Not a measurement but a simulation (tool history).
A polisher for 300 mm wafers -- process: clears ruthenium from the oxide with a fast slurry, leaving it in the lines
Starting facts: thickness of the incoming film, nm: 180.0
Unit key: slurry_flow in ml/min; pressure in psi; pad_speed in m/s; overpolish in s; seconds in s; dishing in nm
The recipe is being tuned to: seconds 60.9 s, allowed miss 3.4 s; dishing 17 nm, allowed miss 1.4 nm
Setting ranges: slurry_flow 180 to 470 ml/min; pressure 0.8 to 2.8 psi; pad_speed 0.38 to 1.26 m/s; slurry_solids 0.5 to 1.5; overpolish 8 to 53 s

Run 1, hour 0: slurry_flow 300 ml/min, pressure 1.8 psi, pad_speed 0.82 m/s, slurry_solids 1, overpolish 27 s. Result: seconds 76.727 s, dishing 32.286 nm.
Run 2, hour 7.5: slurry_flow 300 ml/min, pressure 1.8 psi, pad_speed 0.82 m/s, slurry_solids 1, overpolish 17 s. Result: seconds 74.8 s, dishing 23.093 nm.
Run 3, hour 11.9: slurry_flow 300 ml/min, pressure 1.8 psi, pad_speed 0.82 m/s, slurry_solids 0.8, overpolish 17 s. Result: seconds 89.056 s, dishing 20.314 nm.
Run 4, hour 14.1: slurry_flow 360 ml/min, pressure 1.8 psi, pad_speed 0.82 m/s, slurry_solids 0.8, overpolish 17 s. Result: seconds 87.076 s, dishing 21.594 nm.
Run 5, hour 17.8: slurry_flow 360 ml/min, pressure 1.8 psi, pad_speed 0.82 m/s, slurry_solids 0.95, overpolish 17 s. Result: seconds 76.841 s, dishing 23.676 nm.
Run 6, hour 19.3: slurry_flow 360 ml/min, pressure 1.8 psi, pad_speed 0.82 m/s, slurry_solids 0.95, overpolish 8 s. Result: seconds 79.471 s, dishing 11.915 nm.
Run 7, hour 23: slurry_flow 360 ml/min, pressure 1.9 psi, pad_speed 0.82 m/s, slurry_solids 0.95, overpolish 9 s. Result: seconds 74.704 s, dishing 14.748 nm.
Run 8, hour 26.2: slurry_flow 360 ml/min, pressure 2 psi, pad_speed 0.82 m/s, slurry_solids 0.95, overpolish 9 s. Result: seconds 73.065 s, dishing 14.791 nm.
Run 9, hour 31.1: slurry_flow 360 ml/min, pressure 2.1 psi, pad_speed 0.82 m/s, slurry_solids 0.95, overpolish 9 s. Result: seconds 68.857 s, dishing 15.813 nm.
Run 10, hour 32.4: slurry_flow 360 ml/min, pressure 2.2 psi, pad_speed 0.82 m/s, slurry_solids 0.95, overpolish 9 s. Result: seconds 65.117 s, dishing 16.043 nm.

Which one of the following 4 next-run settings gets every result inside its allowed miss? There is exactly one.
Run A, hour 33.7: slurry_flow 360 ml/min, pressure 2.1 psi, pad_speed 0.82 m/s, slurry_solids 0.85, overpolish 13 s. Result: seconds ?, dishing ?.
Run B, hour 33.7: slurry_flow 350 ml/min, pressure 2.4 psi, pad_speed 0.78 m/s, slurry_solids 1, overpolish 9 s. Result: seconds ?, dishing ?.
Run C, hour 33.7: slurry_flow 415 ml/min, pressure 2 psi, pad_speed 0.78 m/s, slurry_solids 1.05, overpolish 10 s. Result: seconds ?, dishing ?.
Run D, hour 33.7: slurry_flow 330 ml/min, pressure 2.4 psi, pad_speed 0.84 m/s, slurry_solids 0.7, overpolish 15 s. Result: seconds ?, dishing ?.

move  seconds  dishing
   A   72.578   20.609
   B   60.646   17.695
   C   69.085   17.334
   D   72.711   23.008
A: moves away from the targets compared with the last run
B: meets every target
C: moves away from the targets compared with the last run
D: moves away from the targets compared with the last run
B meets every target.
